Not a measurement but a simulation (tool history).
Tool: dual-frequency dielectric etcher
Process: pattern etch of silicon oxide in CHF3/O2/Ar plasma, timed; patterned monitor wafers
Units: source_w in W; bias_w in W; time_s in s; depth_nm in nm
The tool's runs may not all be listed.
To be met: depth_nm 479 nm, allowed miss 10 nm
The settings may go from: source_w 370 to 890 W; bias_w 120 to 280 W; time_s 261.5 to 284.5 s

{"run": 1, "hour": 0.0, "source_w": 630, "bias_w": 200, "time_s": 284.5, "depth_nm": 615.41}
{"run": 2, "hour": 4.5, "source_w": 630, "bias_w": 200, "time_s": 284.5, "depth_nm": 614.92}
{"run": 3, "hour": 11.6, "source_w": 730, "bias_w": 200, "time_s": 284.5, "depth_nm": 650.77}
{"run": 4, "hour": 13.7, "source_w": 660, "bias_w": 200, "time_s": 284.5, "depth_nm": 623.22}
{"run": 5, "hour": 19.9, "source_w": 660, "bias_w": 200, "time_s": 284.5, "depth_nm": 629.21}
{"run": 6, "hour": 21.4, "source_w": 660, "bias_w": 200, "time_s": 284.5, "depth_nm": 631.78}
{"run": 7, "hour": 24.4, "source_w": 620, "bias_w": 189, "time_s": 282.5, "depth_nm": 600.28}
{"run": 8, "hour": 29.7, "source_w": 590, "bias_w": 180, "time_s": 280.5, "depth_nm": 569.76}
{"run": 9, "hour": 36.3, "source_w": 560, "bias_w": 176, "time_s": 280, "depth_nm": 554.98}
{"run": 10, "hour": 40.8, "source_w": 530, "bias_w": 173, "time_s": 279.5, "depth_nm": 538.36}
{"hour": 47.8, "done": "source power generator calibrated"}
{"run": 11, "hour": 47.8, "source_w": 400, "bias_w": 159, "time_s": 277.5, "depth_nm": 465.45}

Which of these 4 next moves meets every target?
{"run": "A", "hour": 54.8, "source_w": 530, "bias_w": 129, "time_s": 284.5, "depth_nm": "?"}
{"run": "B", "hour": 54.8, "source_w": 370, "bias_w": 164, "time_s": 270.5, "depth_nm": "?"}
{"run": "C", "hour": 54.8, "source_w": 470, "bias_w": 145, "time_s": 268.5, "depth_nm": "?"}
{"run": "D", "hour": 54.8, "source_w": 510, "bias_w": 145, "time_s": 261.5, "depth_nm": "?"}

move=A depth_nm=480.54
move=B depth_nm=448.91
move=C depth_nm=457.41
move=D depth_nm=458.03
A: meets every target
B: further off than the last run
C: further off than the last run
D: further off than the last run
Answer: A
